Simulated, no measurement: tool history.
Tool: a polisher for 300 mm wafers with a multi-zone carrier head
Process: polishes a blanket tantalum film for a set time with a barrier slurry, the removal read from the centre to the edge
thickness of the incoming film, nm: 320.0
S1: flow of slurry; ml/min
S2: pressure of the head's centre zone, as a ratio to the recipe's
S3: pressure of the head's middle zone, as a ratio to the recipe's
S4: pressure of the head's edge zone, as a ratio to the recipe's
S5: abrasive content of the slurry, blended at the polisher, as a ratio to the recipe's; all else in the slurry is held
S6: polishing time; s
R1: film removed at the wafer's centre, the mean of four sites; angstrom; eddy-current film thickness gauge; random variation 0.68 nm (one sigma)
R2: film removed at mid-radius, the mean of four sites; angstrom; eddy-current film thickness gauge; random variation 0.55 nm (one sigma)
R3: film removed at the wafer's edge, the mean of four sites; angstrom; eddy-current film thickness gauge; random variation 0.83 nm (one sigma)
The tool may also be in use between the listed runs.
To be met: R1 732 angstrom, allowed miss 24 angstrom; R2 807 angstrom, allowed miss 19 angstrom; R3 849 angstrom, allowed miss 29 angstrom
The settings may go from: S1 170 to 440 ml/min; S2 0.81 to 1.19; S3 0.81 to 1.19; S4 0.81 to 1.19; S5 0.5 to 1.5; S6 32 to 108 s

Run 1, hour 0: S1 280 ml/min, S2 1, S3 1, S4 1, S5 1, S6 70 s. Result: R1 1149.5 angstrom, R2 1120.6 angstrom, R3 1123 angstrom.
Run 2, hour 2.2: S1 350 ml/min, S2 1, S3 1, S4 1, S5 1, S6 70 s. Result: R1 1169.3 angstrom, R2 1151.4 angstrom, R3 1109.5 angstrom.
Run 3, hour 6.3: S1 350 ml/min, S2 1, S3 1, S4 1, S5 1.15, S6 70 s. Result: R1 1222.2 angstrom, R2 1210.7 angstrom, R3 1172 angstrom.
Run 4, hour 12.7: S1 350 ml/min, S2 1, S3 1, S4 1, S5 0.95, S6 70 s. Result: R1 1149.6 angstrom, R2 1129.4 angstrom, R3 1120.1 angstrom.
Run 5, hour 16: S1 390 ml/min, S2 1, S3 1, S4 1, S5 0.95, S6 70 s. Result: R1 1178.5 angstrom, R2 1129 angstrom, R3 1118.4 angstrom.
Run 6, hour 17.4: S1 390 ml/min, S2 1, S3 1.06, S4 1, S5 0.95, S6 70 s. Result: R1 1162.4 angstrom, R2 1191.7 angstrom, R3 1110.6 angstrom.
Run 7, hour 23.7: S1 375 ml/min, S2 0.95, S3 1.03, S4 0.98, S5 0.85, S6 68 s. Result: R1 1021.5 angstrom, R2 1088.2 angstrom, R3 1015.5 angstrom.
Run 8, hour 26.6: S1 355 ml/min, S2 0.91, S3 0.99, S4 0.98, S5 0.75, S6 67 s. Result: R1 926.97 angstrom, R2 982.35 angstrom, R3 955.05 angstrom.
Run 9, hour 29: S1 335 ml/min, S2 0.88, S3 0.97, S4 0.99, S5 0.7, S6 67 s. Result: R1 861.36 angstrom, R2 918.7 angstrom, R3 913.55 angstrom.
Run 10, hour 31.7: S1 315 ml/min, S2 0.86, S3 0.96, S4 1, S5 0.65, S6 67 s. Result: R1 801.03 angstrom, R2 886.09 angstrom, R3 884.14 angstrom.
Run 11, hour 38.3: S1 295 ml/min, S2 0.85, S3 0.94, S4 1, S5 0.65, S6 67 s. Result: R1 787.25 angstrom, R2 849.35 angstrom, R3 898.91 angstrom.
Run 12, hour 44.2: S1 280 ml/min, S2 0.84, S3 0.94, S4 0.98, S5 0.65, S6 67 s. Result: R1 775.56 angstrom, R2 835.35 angstrom, R3 865.84 angstrom.
Run 13, hour 49.8: S1 270 ml/min, S2 0.83, S3 0.94, S4 0.98, S5 0.65, S6 67 s. Result: R1 756.25 angstrom, R2 850.3 angstrom, R3 867.24 angstrom.
Run 14, hour 53.8: S1 245 ml/min, S2 0.82, S3 0.89, S4 0.96, S5 0.6, S6 67 s. Result: R1 701.99 angstrom, R2 759.2 angstrom, R3 827.32 angstrom.
Run 15, hour 59.4: S1 260 ml/min, S2 0.82, S3 0.9, S4 0.97, S5 0.6, S6 67 s. Result: R1 702.99 angstrom, R2 778.5 angstrom, R3 828.93 angstrom.
Run 16, hour 66.6: S1 270 ml/min, S2 0.82, S3 0.9, S4 0.97, S5 0.6, S6 67 s. Result: R1 716.6 angstrom, R2 766.81 angstrom, R3 831.51 angstrom.
Run 17, hour 67.1: S1 270 ml/min, S2 0.82, S3 0.9, S4 0.97, S5 0.6, S6 67 s. Result: R1 711.13 angstrom, R2 779.15 angstrom, R3 827.51 angstrom.

5 next moves are on the table. One of them brings every result within its allowed miss. Which?
Run A, hour 67.6: S1 275 ml/min, S2 0.81, S3 0.89, S4 0.94, S5 0.55, S6 73 s. Result: R1 ?, R2 ?, R3 ?.
Run B, hour 67.6: S1 270 ml/min, S2 0.81, S3 0.99, S4 0.98, S5 0.55, S6 69 s. Result: R1 ?, R2 ?, R3 ?.
Run C, hour 67.6: S1 250 ml/min, S2 0.85, S3 0.87, S4 1.01, S5 0.5, S6 76 s. Result: R1 ?, R2 ?, R3 ?.
Run D, hour 67.6: S1 280 ml/min, S2 0.85, S3 0.89, S4 0.97, S5 0.65, S6 60 s. Result: R1 ?, R2 ?, R3 ?.
Run E, hour 67.6: S1 275 ml/min, S2 0.88, S3 0.89, S4 0.98, S5 0.65, S6 62 s. Result: R1 ?, R2 ?, R3 ?.

move      R1      R2      R3
   A  727.28  796.07  836.18
   B  686.51  820.93  797.46
   C  732.31  752.86  824.75
   D  692.86  724.85  767.92
   E  738.06  747.56  794.75
A: meets every target
B: brings the result that was furthest off to its target, and leaves another outside
C: further off than the last run
D: further off than the last run
E: further off than the last run
The right move is A.
